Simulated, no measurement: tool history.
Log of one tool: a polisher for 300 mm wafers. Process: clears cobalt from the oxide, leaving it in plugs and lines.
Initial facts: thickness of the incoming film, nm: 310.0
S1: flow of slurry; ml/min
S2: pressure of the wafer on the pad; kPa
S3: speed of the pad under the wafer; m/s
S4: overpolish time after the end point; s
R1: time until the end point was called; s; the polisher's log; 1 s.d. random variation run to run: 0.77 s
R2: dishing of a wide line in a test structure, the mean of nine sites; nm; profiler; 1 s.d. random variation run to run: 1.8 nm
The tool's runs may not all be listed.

run  hour   S1    S2    S3  S4      R1      R2
  1   0.0  320  17.2  1.10  30  38.780  85.499
  2   5.0  320  13.8  1.10  30  47.635  79.553
  3   7.7  320  13.8  1.10  21  47.039  71.336
  4  10.2  320  13.1  1.10  26  50.796  77.820
  5  16.7  395  13.1  1.10  26  49.622  75.212
  6  25.4  395  13.1  1.24  26  44.209  79.393
  7  26.2  395  11.7  1.24  28  49.415  78.559

Run 8 has not been measured yet. What should we expect?
  8  31.2  395  11.0  1.24  30   ?   ?

R1: 51.104 s
R2: 80.526 nm

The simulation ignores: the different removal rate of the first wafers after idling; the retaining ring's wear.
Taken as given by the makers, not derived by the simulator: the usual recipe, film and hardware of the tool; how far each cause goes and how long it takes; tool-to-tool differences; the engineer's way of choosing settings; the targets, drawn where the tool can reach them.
